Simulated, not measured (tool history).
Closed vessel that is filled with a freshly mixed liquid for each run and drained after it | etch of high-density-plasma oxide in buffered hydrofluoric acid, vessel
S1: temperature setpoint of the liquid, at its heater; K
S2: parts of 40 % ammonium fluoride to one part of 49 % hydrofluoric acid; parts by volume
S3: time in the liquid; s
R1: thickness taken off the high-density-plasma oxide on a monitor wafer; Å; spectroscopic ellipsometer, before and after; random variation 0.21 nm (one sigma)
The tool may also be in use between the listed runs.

run,hour,S1,S2,S3,R1
1,0.0,297.15,16.0,30,308.44
2,5.2,300.15,16.0,30,359.53
3,13.2,300.15,13.0,30,447.45
4,19.1,300.15,13.0,30,452.33
5,21.1,300.15,13.0,30,449.77
6,29.0,298.65,13.0,30,410.92

The next listed run, before its measurement:
7,34.9,297.65,13.0,30,?

{"run 7": {"R1": 393.75}}

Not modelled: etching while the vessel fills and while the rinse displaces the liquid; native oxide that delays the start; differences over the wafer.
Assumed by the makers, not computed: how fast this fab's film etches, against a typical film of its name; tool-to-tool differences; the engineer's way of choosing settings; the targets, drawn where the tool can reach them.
